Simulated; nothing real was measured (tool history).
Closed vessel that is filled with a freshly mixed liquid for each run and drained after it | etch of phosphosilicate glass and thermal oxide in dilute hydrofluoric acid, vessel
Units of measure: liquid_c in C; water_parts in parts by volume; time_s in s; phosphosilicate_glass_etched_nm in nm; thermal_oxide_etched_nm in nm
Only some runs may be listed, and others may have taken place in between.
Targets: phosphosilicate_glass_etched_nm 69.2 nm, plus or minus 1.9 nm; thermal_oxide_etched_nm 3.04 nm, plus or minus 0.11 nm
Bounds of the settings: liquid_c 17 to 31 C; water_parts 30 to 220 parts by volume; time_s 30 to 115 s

| run | day | liquid_c | water_parts | time_s | phosphosilicate_glass_etched_nm | thermal_oxide_etched_nm |
|---|---|---|---|---|---|---|
| 1 | 0 | 23 | 125 | 60 | 51.102 | 2.2088 |
| 2 | 0.267 | 24 | 125 | 60 | 52.913 | 2.3203 |
| 3 | 0.362 | 24.5 | 125 | 60 | 53.638 | 2.3713 |
| 4 | 0.4 | 25 | 125 | 60 | 55.248 | 2.4377 |
| 5 | 0.488 | 21.5 | 125 | 60 | 48.869 | 2.1584 |
| 6 | 0.554 | 21.5 | 125 | 75 | 60.177 | 2.5779 |
| 7 | 0.733 | 22 | 125 | 75 | 60.874 | 2.6642 |
| 8 | 0.85 | 22.5 | 125 | 75 | 63.055 | 2.7579 |
| 9 | 1.175 | 22.5 | 125 | 75 | 63.403 | 2.7403 |
| 10 | 1.471 | 23 | 125 | 75 | 64.06 | 2.7284 |

5 candidate next runs follow, results not yet known. Just one meets every target within its allowed miss. Identify it.
| A | 1.767 | 21.5 | 65 | 45 | ? | ? |
| B | 1.767 | 26.5 | 160 | 100 | ? | ? |
| C | 1.767 | 23 | 110 | 70 | ? | ? |
| D | 1.767 | 23.5 | 90 | 60 | ? | ? |
| E | 1.767 | 22 | 100 | 70 | ? | ? |

| move | phosphosilicate_glass_etched_nm | thermal_oxide_etched_nm |
|---|---|---|
| A | 73.59 | 3.2967 |
| B | 72.091 | 3.2296 |
| C | 68.109 | 3.0512 |
| D | 74.567 | 3.3405 |
| E | 72.832 | 3.2628 |
A: takes the result that was furthest off past its target
B: takes the result that was furthest off past its target
C: meets every target
D: takes the result that was furthest off past its target
E: takes the result that was furthest off past its target
Move C is the one to make.

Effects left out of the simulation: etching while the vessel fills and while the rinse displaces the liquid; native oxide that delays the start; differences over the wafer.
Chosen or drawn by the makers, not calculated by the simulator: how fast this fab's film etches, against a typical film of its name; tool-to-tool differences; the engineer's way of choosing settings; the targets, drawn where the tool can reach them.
